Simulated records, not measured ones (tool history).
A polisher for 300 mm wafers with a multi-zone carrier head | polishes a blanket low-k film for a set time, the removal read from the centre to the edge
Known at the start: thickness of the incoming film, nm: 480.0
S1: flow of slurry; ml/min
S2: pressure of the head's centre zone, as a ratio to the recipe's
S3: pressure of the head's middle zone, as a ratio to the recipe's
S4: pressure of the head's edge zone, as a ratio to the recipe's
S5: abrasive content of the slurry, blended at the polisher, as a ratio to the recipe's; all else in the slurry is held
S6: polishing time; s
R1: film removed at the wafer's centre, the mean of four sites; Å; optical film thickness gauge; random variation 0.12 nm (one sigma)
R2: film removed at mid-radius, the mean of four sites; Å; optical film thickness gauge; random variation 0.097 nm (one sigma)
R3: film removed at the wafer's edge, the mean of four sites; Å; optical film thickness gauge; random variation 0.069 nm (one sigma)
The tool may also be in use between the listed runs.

run	hour	S1	S2	S3	S4	S5	S6	R1	R2	R3
1	0	200	1	1	1	1	41	151.86	153.62	153.3
2	7	195	0.99	0.98	0.98	0.95	41	149.42	148.01	147.01
3	12.4	195	0.99	0.98	1.05	0.95	41	150.54	147.07	153.16
4	13.7	215	0.99	0.98	1.05	0.95	41	151.95	150.31	154.32
5	15	215	0.99	0.98	1.05	0.85	41	147.93	144.51	148.1
6	20.5	215	0.99	1.02	1.05	0.85	41	144.65	149	148.08
7	26	160	0.89	0.92	0.95	0.6	36	96.888	100.91	107.65
8	34.6	160	0.9	0.92	0.94	0.6	36	97.555	101.53	105.92
9	35.6	160	0.9	0.91	0.94	0.6	36	97.333	101	107.36
10	44.1	155	0.91	0.91	0.93	0.6	36	97.388	100.02	106.38

Run 11 comes next. What will it give?
11	45.6	155	0.92	0.91	0.92	0.6	36	?	?	?

Run 11 gave R1 99.878 Å, R2 98.509 Å, R3 105.08 Å.
